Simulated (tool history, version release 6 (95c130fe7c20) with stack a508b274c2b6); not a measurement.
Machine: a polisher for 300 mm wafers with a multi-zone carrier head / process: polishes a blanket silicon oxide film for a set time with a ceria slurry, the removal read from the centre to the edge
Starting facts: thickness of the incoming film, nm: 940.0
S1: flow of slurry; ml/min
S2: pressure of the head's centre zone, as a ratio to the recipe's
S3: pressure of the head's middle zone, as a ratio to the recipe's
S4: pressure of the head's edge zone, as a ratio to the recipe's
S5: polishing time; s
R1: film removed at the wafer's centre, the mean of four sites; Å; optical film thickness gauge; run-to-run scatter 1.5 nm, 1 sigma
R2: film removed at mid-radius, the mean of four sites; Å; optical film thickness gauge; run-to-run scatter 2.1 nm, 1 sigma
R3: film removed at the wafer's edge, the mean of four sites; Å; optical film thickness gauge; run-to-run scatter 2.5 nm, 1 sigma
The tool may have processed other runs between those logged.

run    day   S1    S2    S3    S4  S5      R1      R2      R3
  1      0  125     1     1     1  57  3589.3  3516.5  3600.7
  2  0.371  125     1     1  1.06  57  3574.5  3560.4  3691.3
  3  0.562  120  0.99  0.99  1.04  55    3339  3336.7  3511.1
  4  0.692  120  0.98  0.98  1.02  53  3199.9  3191.3  3362.1
  5  0.862  120  0.98  0.98  1.02  58  3519.2  3510.8    3701
  6  1.067  120  1.02  0.98  1.02  58  3674.5  3491.3  3660.9
  7  1.267  120  1.02  0.98  1.02  58  3660.2  3468.1  3621.2
  8  1.467  115  1.01  0.97     1  56  3443.7  3335.9  3498.7
  9  1.608  115     1  0.96  0.99  53  3265.8  3100.3  3218.4

Run 10 comes next. What will it give?
 10  1.946  110  0.98  0.95  0.98  52   ?   ?   ?

{"run 10": {"R1": 3088.3, "R2": 3029.4, "R3": 3191.3}}
